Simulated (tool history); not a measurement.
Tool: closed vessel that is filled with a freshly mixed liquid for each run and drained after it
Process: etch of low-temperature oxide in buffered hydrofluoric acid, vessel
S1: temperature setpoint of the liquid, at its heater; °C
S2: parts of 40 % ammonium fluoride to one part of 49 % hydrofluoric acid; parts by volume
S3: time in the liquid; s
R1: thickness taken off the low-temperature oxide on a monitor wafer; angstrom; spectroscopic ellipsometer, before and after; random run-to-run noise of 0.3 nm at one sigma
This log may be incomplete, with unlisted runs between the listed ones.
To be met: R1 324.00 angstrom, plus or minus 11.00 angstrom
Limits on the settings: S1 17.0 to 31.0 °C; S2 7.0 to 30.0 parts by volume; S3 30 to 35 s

run	day	S1	S2	S3	R1
1	0.000	23.0	20.0	35	503.29
2	0.117	21.5	20.5	35	458.65
3	0.142	20.5	21.0	35	419.64
4	0.362	19.5	21.5	35	397.69
5	0.529	19.5	21.5	30	344.65
6	0.875	19.5	21.5	35	396.18
7	1.175	19.0	22.0	35	371.70
8	1.492	18.5	22.0	35	372.12

Which one of the following 4 next-run settings gets every result inside its allowed miss? There is exactly one.
A	1.808	17.5	21.5	35	?
B	1.808	17.5	19.5	30	?
C	1.808	17.5	21.0	35	?
D	1.808	19.0	24.5	30	?

move	R1
A	347.81
B	321.34
C	353.51
D	296.63
A: nearer the targets than the last run, but a result is still out of spec
B: each result inside its tolerance
C: nearer the targets than the last run, but a result is still out of spec
D: carries the result that was furthest off beyond its target, to the other side
B meets every target.
